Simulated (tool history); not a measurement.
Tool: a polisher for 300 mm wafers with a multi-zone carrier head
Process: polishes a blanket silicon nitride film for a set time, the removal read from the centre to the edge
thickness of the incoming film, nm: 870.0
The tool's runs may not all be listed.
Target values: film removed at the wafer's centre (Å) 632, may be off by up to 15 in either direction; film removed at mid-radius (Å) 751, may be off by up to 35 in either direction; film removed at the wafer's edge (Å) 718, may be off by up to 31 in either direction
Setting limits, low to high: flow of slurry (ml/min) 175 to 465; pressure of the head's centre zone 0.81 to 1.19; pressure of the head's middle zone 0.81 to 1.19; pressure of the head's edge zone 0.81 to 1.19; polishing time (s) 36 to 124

run	day	flow of slurry (ml/min)	pressure of the head's centre zone	pressure of the head's middle zone	pressure of the head's edge zone	polishing time (s)	film removed at the wafer's centre (Å)	film removed at mid-radius (Å)	film removed at the wafer's edge (Å)
1	0	295	1	1	1	79	1067.7	1032.5	1087
2	0.283	295	0.92	1	1	79	985.08	1059.8	1083.2
3	0.55	290	0.91	1	0.98	75	912.81	1009.1	998.5
4	0.75	290	0.91	1.05	0.98	75	908.22	1025.6	1008.4
5	0.971	290	0.91	1.05	0.98	83	1003.4	1139.8	1117.1
6	1.008	285	0.9	1.04	0.97	79	947.34	1064.2	1034.5
7	1.371	275	0.89	1.03	0.97	75	882.48	1017.4	979.94
8	1.708	270	0.88	1.01	0.97	72	842.62	976.74	968.57
9	1.908	270	0.88	1	0.96	69	807.26	910.08	910.94
10	2.021	265	0.87	1	0.94	67	773.13	886.63	876.27
11	2.246	260	0.86	1	0.92	66	746.74	861.51	864.04
12	2.433	260	0.86	1.01	0.91	64	727.99	858.87	804.21
13	2.783	230	0.81	0.95	0.86	57	595.9	720.63	702.77

5 next moves are on the table. One of them brings every result within its allowed miss. Which?
A	3.133	265	0.84	1.12	0.88	57	?	?	?
B	3.133	175	0.87	0.81	0.98	60	?	?	?
C	3.133	205	0.81	1.08	0.81	61	?	?	?
D	3.133	175	0.81	0.94	0.95	64	?	?	?
E	3.133	255	0.83	0.98	0.85	58	?	?	?

move	film removed at the wafer's centre (Å)	film removed at mid-radius (Å)	film removed at the wafer's edge (Å)
A	636.54	829.17	717.85
B	643.19	649.07	759.07
C	629.95	832.76	720.6
D	638.83	767.49	796.63
E	635.96	761.98	717.64
A: brings the result that was furthest off to its target, and leaves another outside
B: brings the result that was furthest off to its target, and leaves another outside
C: brings the result that was furthest off to its target, and leaves another outside
D: brings the result that was furthest off to its target, and leaves another outside
E: all results land within tolerance of their targets
E is the move that brings every result within its allowed miss.

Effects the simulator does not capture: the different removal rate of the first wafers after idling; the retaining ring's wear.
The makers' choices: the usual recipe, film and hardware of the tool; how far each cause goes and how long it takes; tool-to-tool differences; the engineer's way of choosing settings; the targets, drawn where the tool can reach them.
